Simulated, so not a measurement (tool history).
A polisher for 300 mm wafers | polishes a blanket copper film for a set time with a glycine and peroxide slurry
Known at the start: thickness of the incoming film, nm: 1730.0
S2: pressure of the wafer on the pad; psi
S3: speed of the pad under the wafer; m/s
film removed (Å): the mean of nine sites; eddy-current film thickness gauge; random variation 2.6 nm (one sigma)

run 1 hour=0 | flow_of_slurry_(ml/min)=305 S2=3.4 S3=1.24 polishing_time_(s)=53 | film_removed_(Å)=3318.3
run 2 hour=1.4 | flow_of_slurry_(ml/min)=305 S2=3.4 S3=0.94 polishing_time_(s)=53 | film_removed_(Å)=2611.9
run 3 hour=7 | flow_of_slurry_(ml/min)=305 S2=3.4 S3=1.14 polishing_time_(s)=53 | film_removed_(Å)=2937.8
run 4 hour=12.7 | flow_of_slurry_(ml/min)=305 S2=3.2 S3=1.14 polishing_time_(s)=53 | film_removed_(Å)=2866.1
run 5 hour=15.5 | flow_of_slurry_(ml/min)=305 S2=3 S3=1.14 polishing_time_(s)=53 | film_removed_(Å)=2724.6
run 6 hour=16.1 | flow_of_slurry_(ml/min)=305 S2=3 S3=1.14 polishing_time_(s)=47 | film_removed_(Å)=2413.5
-- hour=24.5 worn pad replaced by a new one
run 7 hour=24.5 | flow_of_slurry_(ml/min)=305 S2=3 S3=1.14 polishing_time_(s)=47 | film_removed_(Å)=2662.6

The next listed run, before its measurement:
run 8 hour=33 | flow_of_slurry_(ml/min)=305 S2=3 S3=1.14 polishing_time_(s)=47 | film_removed_(Å)=?

{"run 8": {"film removed (Å)": 2723}}
